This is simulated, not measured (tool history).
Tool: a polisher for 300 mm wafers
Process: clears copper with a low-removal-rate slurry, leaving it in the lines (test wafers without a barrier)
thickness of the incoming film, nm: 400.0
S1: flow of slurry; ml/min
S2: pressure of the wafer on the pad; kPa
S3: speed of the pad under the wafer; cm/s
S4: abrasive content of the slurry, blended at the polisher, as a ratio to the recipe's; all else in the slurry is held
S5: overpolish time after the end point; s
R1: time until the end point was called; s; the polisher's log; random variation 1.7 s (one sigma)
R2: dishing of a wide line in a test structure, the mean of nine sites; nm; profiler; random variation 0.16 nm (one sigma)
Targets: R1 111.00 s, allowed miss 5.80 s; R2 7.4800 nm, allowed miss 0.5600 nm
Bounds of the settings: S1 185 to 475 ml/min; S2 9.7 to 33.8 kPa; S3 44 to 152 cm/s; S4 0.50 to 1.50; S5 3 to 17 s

run  hour   S1    S2   S3    S4  S5      R1       R2
  1   0.0  305  21.4   98  1.00   9  147.44  15.9060
  2   3.9  305  21.4  100  1.00   8  137.70  15.0320
  3   9.9  305  15.9  100  1.00   8  167.23  13.1490
  4  17.1  305  18.6   96  1.00   7  159.82  12.1210
  5  22.8  305  18.6  106  1.00   7  146.10  12.7800
  6  24.6  305  18.6  106  1.00   4  146.53   7.7561
  7  27.0  300  20.0  106  0.95   4  147.33   7.7421
  8  31.7  300  21.4  106  0.90   4  142.69   8.0490
  9  38.1  300  21.4  106  0.90   4  139.32   7.8747
 10  43.5  300  22.1  106  0.90   4  136.54   8.0108
 11  44.0  300  22.8  106  0.90   4  134.08   8.1867
 12  52.1  300  24.8  114  0.90   3  120.43   6.5998

Which of these 5 next moves meets every target?
  A  60.2  410  20.7  110  0.95   3   ?   ?
  B  60.2  325  23.4  128  0.90   3   ?   ?
  C  60.2  300  21.4  112  0.70   3   ?   ?
  D  60.2  300  23.4  112  0.85   3   ?   ?
  E  60.2  225  21.4  114  0.90   3   ?   ?

move      R1      R2
   A  132.26  6.2106
   B  111.48  7.3347
   C  142.57  5.7739
   D  126.97  6.4654
   E  132.90  6.1826
A: further off than the last run
B: meets every target
C: further off than the last run
D: further off than the last run
E: further off than the last run
Move B is the one to make.
